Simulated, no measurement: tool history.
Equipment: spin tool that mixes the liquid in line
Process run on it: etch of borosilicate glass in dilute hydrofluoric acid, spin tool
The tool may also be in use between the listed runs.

run	hour	temperature setpoint of the liquid (C)	parts of water to one part of 49 % hydrofluoric acid (parts by volume)	time under the liquid (s)	thickness taken off the borosilicate glass on a monitor wafer (angstrom)
1	0.0	25.0	220	60	105.39
2	0.8	25.0	185	60	131.57
3	4.1	25.0	145	60	175.25
4	6.6	25.0	195	60	122.22
5	13.7	25.0	195	60	122.51
6	16.0	24.0	200	60	114.89

What does the tool deliver on the next run?
7	24.0	23.5	205	60	?

thickness taken off the borosilicate glass on a monitor wafer (angstrom): 109.19
